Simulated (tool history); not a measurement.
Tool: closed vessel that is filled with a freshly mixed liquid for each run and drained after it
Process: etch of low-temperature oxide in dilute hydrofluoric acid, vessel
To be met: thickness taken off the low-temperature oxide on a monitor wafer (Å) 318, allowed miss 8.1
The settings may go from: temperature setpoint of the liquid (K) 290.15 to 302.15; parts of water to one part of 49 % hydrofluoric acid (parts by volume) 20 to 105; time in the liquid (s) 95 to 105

run  hour  temperature setpoint of the liquid (K)  parts of water to one part of 49 % hydrofluoric acid (parts by volume)  time in the liquid (s)  thickness taken off the low-temperature oxide on a monitor wafer (Å)
  1     0                                  294.15                                                                      55                      95                                                                198.01
  2   8.1                                  296.15                                                                      55                      95                                                                211.99
  3   8.7                                  293.15                                                                      55                      95                                                                187.26
  4  13.5                                  295.65                                                                      50                      95                                                                232.26
  5  17.3                                  297.65                                                                      50                      95                                                                253.95
  6  25.6                                  295.15                                                                      50                      95                                                                229.65
     29.5  -- hydrofluoric acid flow meter replaced
  7  29.5                                  297.15                                                                      50                      95                                                                270.11
  8  32.6                                  297.65                                                                      50                      95                                                                275.21
  9  40.3                                  298.15                                                                      50                      95                                                                 281.7
 10  43.5                                  298.65                                                                      50                      95                                                                287.19
 11  50.7                                  299.15                                                                      50                      95                                                                 295.2
 12  53.7                                  299.65                                                                      50                      95                                                                297.67
 13  61.4                                  300.15                                                                      50                      95                                                                 305.9

Which of these 5 next moves meets every target?
  A  69.1                                  300.15                                                                      50                     100                                                                     ?
  B  69.1                                  300.15                                                                      55                     105                                                                     ?
  C  69.1                                  299.15                                                                      50                      95                                                                     ?
  D  69.1                                  302.15                                                                      55                      95                                                                     ?
  E  69.1                                  298.15                                                                      50                     100                                                                     ?

move  thickness taken off the low-temperature oxide on a monitor wafer (Å)
   A                                                                321.92
   B                                                                305.11
   C                                                                293.73
   D                                                                298.85
   E                                                                296.87
A: meets every target
B: further off than the last run
C: further off than the last run
D: further off than the last run
E: further off than the last run
The right move is A.
